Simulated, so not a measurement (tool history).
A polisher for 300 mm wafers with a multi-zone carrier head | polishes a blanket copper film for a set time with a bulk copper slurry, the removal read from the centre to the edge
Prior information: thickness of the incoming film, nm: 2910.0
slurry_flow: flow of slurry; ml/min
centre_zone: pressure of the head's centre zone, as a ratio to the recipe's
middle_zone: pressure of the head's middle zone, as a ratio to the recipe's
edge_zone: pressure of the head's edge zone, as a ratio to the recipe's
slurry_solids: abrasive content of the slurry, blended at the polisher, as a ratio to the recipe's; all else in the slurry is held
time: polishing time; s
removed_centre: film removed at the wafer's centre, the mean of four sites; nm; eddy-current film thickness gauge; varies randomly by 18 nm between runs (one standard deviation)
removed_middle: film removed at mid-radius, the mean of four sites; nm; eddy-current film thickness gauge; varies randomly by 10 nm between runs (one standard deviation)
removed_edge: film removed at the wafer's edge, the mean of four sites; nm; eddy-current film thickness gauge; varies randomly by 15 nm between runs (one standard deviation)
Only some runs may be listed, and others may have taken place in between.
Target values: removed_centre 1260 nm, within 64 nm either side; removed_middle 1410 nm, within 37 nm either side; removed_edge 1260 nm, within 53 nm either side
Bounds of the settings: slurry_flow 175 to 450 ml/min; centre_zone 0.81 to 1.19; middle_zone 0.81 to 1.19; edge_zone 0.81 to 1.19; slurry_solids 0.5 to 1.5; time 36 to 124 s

run 1 hour=0 | slurry_flow=290 centre_zone=1 middle_zone=1 edge_zone=1 slurry_solids=1 time=79 | removed_centre=1045.3 removed_middle=1057.6 removed_edge=1023.5
run 2 hour=7.4 | slurry_flow=290 centre_zone=1 middle_zone=0.96 edge_zone=1 slurry_solids=1 time=79 | removed_centre=1043.6 removed_middle=1005.2 removed_edge=1023.2
run 3 hour=10.4 | slurry_flow=290 centre_zone=1 middle_zone=0.96 edge_zone=1 slurry_solids=0.95 time=79 | removed_centre=1028.1 removed_middle=1001.3 removed_edge=1031.4
run 4 hour=13.2 | slurry_flow=290 centre_zone=1 middle_zone=0.98 edge_zone=1.02 slurry_solids=1 time=80 | removed_centre=1070.7 removed_middle=1046.4 removed_edge=1052.3
run 5 hour=13.8 | slurry_flow=290 centre_zone=1 middle_zone=0.91 edge_zone=1.02 slurry_solids=1 time=80 | removed_centre=1069.4 removed_middle=981.56 removed_edge=1055.7
run 6 hour=16.3 | slurry_flow=290 centre_zone=1.03 middle_zone=0.91 edge_zone=1.02 slurry_solids=1 time=80 | removed_centre=1081.8 removed_middle=989.69 removed_edge=1051.5
run 7 hour=23.6 | slurry_flow=290 centre_zone=1.02 middle_zone=0.94 edge_zone=1.04 slurry_solids=1.05 time=81 | removed_centre=1119.1 removed_middle=1023.7 removed_edge=1083.3
run 8 hour=26.8 | slurry_flow=295 centre_zone=1.01 middle_zone=0.97 edge_zone=1.05 slurry_solids=1.1 time=82 | removed_centre=1096.9 removed_middle=1068.1 removed_edge=1110.4
run 9 hour=30.5 | slurry_flow=295 centre_zone=1.02 middle_zone=1 edge_zone=1.05 slurry_solids=1.15 time=83 | removed_centre=1143.2 removed_middle=1129.2 removed_edge=1135.8
run 10 hour=33.4 | slurry_flow=295 centre_zone=1.03 middle_zone=1.02 edge_zone=1.06 slurry_solids=1.2 time=83 | removed_centre=1174.9 removed_middle=1144.7 removed_edge=1138.7
run 11 hour=34.4 | slurry_flow=300 centre_zone=1.03 middle_zone=1.04 edge_zone=1.07 slurry_solids=1.25 time=83 | removed_centre=1176.2 removed_middle=1182.9 removed_edge=1177.1
run 12 hour=42.9 | slurry_flow=305 centre_zone=1.03 middle_zone=1.06 edge_zone=1.07 slurry_solids=1.25 time=83 | removed_centre=1171.4 removed_middle=1211.1 removed_edge=1163.2
run 13 hour=49.2 | slurry_flow=310 centre_zone=1.03 middle_zone=1.07 edge_zone=1.08 slurry_solids=1.3 time=83 | removed_centre=1177.5 removed_middle=1221.6 removed_edge=1186.3

Which one of the following 4 next-run settings gets every result inside its allowed miss? There is exactly one.
run A hour=55.5 | slurry_flow=385 centre_zone=1.03 middle_zone=1.01 edge_zone=0.99 slurry_solids=1.05 time=84 | removed_centre=? removed_middle=? removed_edge=?
run B hour=55.5 | slurry_flow=290 centre_zone=1 middle_zone=1.14 edge_zone=1.05 slurry_solids=1.35 time=90 | removed_centre=? removed_middle=? removed_edge=?
run C hour=55.5 | slurry_flow=395 centre_zone=0.84 middle_zone=1 edge_zone=1.17 slurry_solids=1.4 time=91 | removed_centre=? removed_middle=? removed_edge=?
run D hour=55.5 | slurry_flow=325 centre_zone=1.01 middle_zone=1.1 edge_zone=1.09 slurry_solids=1.4 time=86 | removed_centre=? removed_middle=? removed_edge=?

move=A removed_centre=1209.2 removed_middle=1157.3 removed_edge=1110.8
move=B removed_centre=1274.8 removed_middle=1396.7 removed_edge=1248.1
move=C removed_centre=1121.8 removed_middle=1308.6 removed_edge=1370.8
move=D removed_centre=1254.1 removed_middle=1317.7 removed_edge=1233.5
A: lands further from the targets than the last run did
B: every result within its allowed miss
C: an improvement on the last run, though not all results are within tolerance
D: an improvement on the last run, though not all results are within tolerance
Answer: B
